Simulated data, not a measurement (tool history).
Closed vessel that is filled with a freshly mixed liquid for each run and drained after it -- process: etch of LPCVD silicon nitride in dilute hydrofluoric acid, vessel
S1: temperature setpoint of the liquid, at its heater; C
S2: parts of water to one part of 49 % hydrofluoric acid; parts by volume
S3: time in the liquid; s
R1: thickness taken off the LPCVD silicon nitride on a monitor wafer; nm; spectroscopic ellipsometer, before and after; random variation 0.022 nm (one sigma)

run,day,S1,S2,S3,R1
1,0.000,23.0,140,640,2.3144
2,0.133,24.0,140,640,2.5177
3,0.379,22.0,140,640,2.1481
4,0.500,22.0,180,640,1.6831
5,0.804,23.5,180,640,1.8608
6,0.867,25.0,180,640,2.0692

Run 7 is up next; what results do you expect?
7,0.979,26.0,180,640,?

{"run 7": {"R1": 2.18}}

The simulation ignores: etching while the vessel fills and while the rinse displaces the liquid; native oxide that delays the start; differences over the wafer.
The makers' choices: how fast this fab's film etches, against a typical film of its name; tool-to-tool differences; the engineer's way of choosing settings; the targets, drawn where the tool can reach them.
